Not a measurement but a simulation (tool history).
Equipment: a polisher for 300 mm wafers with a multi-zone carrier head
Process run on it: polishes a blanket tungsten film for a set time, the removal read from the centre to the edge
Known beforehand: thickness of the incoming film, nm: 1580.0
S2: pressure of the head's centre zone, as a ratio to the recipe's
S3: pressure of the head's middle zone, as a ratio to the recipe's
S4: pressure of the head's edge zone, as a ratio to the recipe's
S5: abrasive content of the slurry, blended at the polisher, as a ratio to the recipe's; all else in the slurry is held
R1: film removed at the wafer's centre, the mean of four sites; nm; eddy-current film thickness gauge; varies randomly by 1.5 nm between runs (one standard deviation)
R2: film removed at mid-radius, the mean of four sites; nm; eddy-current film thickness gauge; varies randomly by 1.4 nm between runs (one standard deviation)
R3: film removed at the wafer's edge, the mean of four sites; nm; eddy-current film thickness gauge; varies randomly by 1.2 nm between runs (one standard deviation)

{"run": 1, "hour": 0.0, "flow of slurry (ml/min)": 220, "S2": 1.0, "S3": 1.0, "S4": 1.0, "S5": 1.0, "polishing time (s)": 48, "R1": 240.16, "R2": 239.89, "R3": 238.82}
{"run": 2, "hour": 6.7, "flow of slurry (ml/min)": 215, "S2": 0.95, "S3": 1.02, "S4": 0.95, "S5": 0.85, "polishing time (s)": 43, "R1": 195.47, "R2": 211.67, "R3": 200.45}
{"run": 3, "hour": 8.0, "flow of slurry (ml/min)": 165, "S2": 0.95, "S3": 1.02, "S4": 0.95, "S5": 0.85, "polishing time (s)": 43, "R1": 187.21, "R2": 201.26, "R3": 196.48}
{"run": 4, "hour": 12.2, "flow of slurry (ml/min)": 165, "S2": 0.89, "S3": 1.02, "S4": 0.95, "S5": 0.85, "polishing time (s)": 43, "R1": 175.77, "R2": 202.51, "R3": 194.84}
{"hour": 15.3, "done": "worn pad replaced by a new one"}
{"run": 5, "hour": 15.3, "flow of slurry (ml/min)": 165, "S2": 0.89, "S3": 1.02, "S4": 0.9, "S5": 0.85, "polishing time (s)": 43, "R1": 186.33, "R2": 214.77, "R3": 201.18}
{"run": 6, "hour": 22.5, "flow of slurry (ml/min)": 165, "S2": 0.89, "S3": 1.02, "S4": 0.9, "S5": 0.85, "polishing time (s)": 32, "R1": 139.88, "R2": 157.27, "R3": 150.98}

What does the tool deliver on the next run?
{"run": 7, "hour": 30.4, "flow of slurry (ml/min)": 170, "S2": 0.88, "S3": 1.05, "S4": 0.9, "S5": 0.75, "polishing time (s)": 32, "R1": "?", "R2": "?", "R3": "?"}

R1: 135.19 nm
R2: 160.60 nm
R3: 148.04 nm

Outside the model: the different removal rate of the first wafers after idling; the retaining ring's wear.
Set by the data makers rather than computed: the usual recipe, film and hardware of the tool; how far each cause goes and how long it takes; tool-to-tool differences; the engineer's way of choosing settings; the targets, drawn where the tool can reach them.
